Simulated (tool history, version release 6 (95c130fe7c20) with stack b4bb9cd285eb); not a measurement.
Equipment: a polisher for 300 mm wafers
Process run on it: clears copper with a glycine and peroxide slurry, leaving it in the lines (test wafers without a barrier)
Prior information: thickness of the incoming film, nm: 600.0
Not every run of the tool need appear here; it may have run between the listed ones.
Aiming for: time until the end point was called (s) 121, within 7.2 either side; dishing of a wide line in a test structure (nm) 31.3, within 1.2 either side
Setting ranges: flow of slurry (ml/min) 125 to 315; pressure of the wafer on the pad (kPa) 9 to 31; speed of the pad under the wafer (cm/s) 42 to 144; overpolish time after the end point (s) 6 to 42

| run | hour | flow of slurry (ml/min) | pressure of the wafer on the pad (kPa) | speed of the pad under the wafer (cm/s) | overpolish time after the end point (s) | time until the end point was called (s) | dishing of a wide line in a test structure (nm) |
|---|---|---|---|---|---|---|---|
| 1 | 0 | 205 | 20 | 92 | 21 | 113.74 | 73.236 |
| 2 | 0.7 | 185 | 16.5 | 102 | 16 | 129.31 | 54.757 |
| 3 | 3.3 | 175 | 14.5 | 114 | 13 | 136.73 | 43.809 |
| 4 | 9.4 | 175 | 18.6 | 114 | 13 | 108.71 | 53.813 |
| 5 | 11.5 | 180 | 15.9 | 124 | 11 | 116.46 | 43.009 |
| 6 | 19.5 | 190 | 14.5 | 130 | 10 | 118.75 | 38.283 |
| 7 | 24.9 | 205 | 13.8 | 132 | 10 | 122.05 | 37.882 |
| 8 | 30.3 | 205 | 13.1 | 136 | 9 | 124.43 | 33.741 |
| 9 | 38.4 | 210 | 13.1 | 138 | 9 | 121.92 | 33.908 |
| 10 | 47 | 210 | 13.1 | 140 | 6 | 119.89 | 23.619 |
| 11 | 51.4 | 190 | 13.1 | 140 | 6 | 121.47 | 23.373 |
| 12 | 52.7 | 215 | 13.1 | 138 | 6 | 123.92 | 23.444 |
| 13 | 59.4 | 195 | 13.1 | 138 | 6 | 120.71 | 23.628 |
| 14 | 66.4 | 215 | 13.8 | 136 | 7 | 121.46 | 27.547 |
| 15 | 67.3 | 215 | 13.8 | 134 | 7 | 126.06 | 27.72 |
| 16 | 68.4 | 215 | 15.2 | 132 | 10 | 112.71 | 40.164 |
| 17 | 76.9 | 210 | 14.5 | 132 | 9 | 119.14 | 35.279 |
| 18 | 81 | 210 | 14.5 | 132 | 9 | 115.97 | 35.254 |
| 19 | 87.5 | 200 | 14.5 | 132 | 9 | 120.01 | 35.399 |

Which one of the following 5 next-run settings gets every result inside its allowed miss? There is exactly one.
| A | 94 | 265 | 15.2 | 118 | 11 | ? | ? |
| B | 94 | 210 | 12.4 | 130 | 10 | ? | ? |
| C | 94 | 185 | 15.9 | 116 | 8 | ? | ? |
| D | 94 | 215 | 13.8 | 136 | 9 | ? | ? |
| E | 94 | 190 | 13.1 | 142 | 9 | ? | ? |

| move | time until the end point was called (s) | dishing of a wide line in a test structure (nm) |
|---|---|---|
| A | 120.1 | 41.577 |
| B | 134.17 | 34.519 |
| C | 120.98 | 31.323 |
| D | 119.07 | 35.024 |
| E | 121.59 | 34.309 |
A: moves away from the targets compared with the last run
B: moves toward the targets from the last run without getting all of them in spec
C: every result within its allowed miss
D: moves toward the targets from the last run without getting all of them in spec
E: moves toward the targets from the last run without getting all of them in spec
Go with C: it meets all targets.
